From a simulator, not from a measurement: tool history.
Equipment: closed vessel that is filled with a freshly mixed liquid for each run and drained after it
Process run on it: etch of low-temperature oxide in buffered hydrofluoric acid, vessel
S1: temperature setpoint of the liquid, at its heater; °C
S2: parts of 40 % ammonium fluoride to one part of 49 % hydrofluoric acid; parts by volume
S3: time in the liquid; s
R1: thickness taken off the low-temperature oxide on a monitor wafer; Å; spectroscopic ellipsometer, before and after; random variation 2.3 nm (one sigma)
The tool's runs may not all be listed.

{"run": 1, "hour": 0.0, "S1": 23.0, "S2": 11.5, "S3": 95, "R1": 2383.4}
{"run": 2, "hour": 4.2, "S1": 24.5, "S2": 11.5, "S3": 95, "R1": 2565.1}
{"run": 3, "hour": 13.0, "S1": 24.5, "S2": 10.0, "S3": 95, "R1": 2900.0}
{"run": 4, "hour": 16.8, "S1": 24.5, "S2": 7.5, "S3": 95, "R1": 3890.4}
{"run": 5, "hour": 18.1, "S1": 24.5, "S2": 7.5, "S3": 95, "R1": 3828.2}
{"run": 6, "hour": 25.1, "S1": 24.5, "S2": 6.0, "S3": 95, "R1": 4726.1}
{"run": 7, "hour": 33.2, "S1": 22.5, "S2": 6.0, "S3": 95, "R1": 4212.9}
{"hour": 38.3, "done": "hydrofluoric acid flow meter replaced"}
{"run": 8, "hour": 38.3, "S1": 21.0, "S2": 6.0, "S3": 95, "R1": 3577.9}
{"run": 9, "hour": 39.9, "S1": 20.5, "S2": 6.0, "S3": 95, "R1": 3517.8}

Run 10 has not been measured yet. What should we expect?
{"run": 10, "hour": 41.2, "S1": 17.5, "S2": 6.0, "S3": 95, "R1": "?"}

Run 10 produced R1 2952.2 Å.
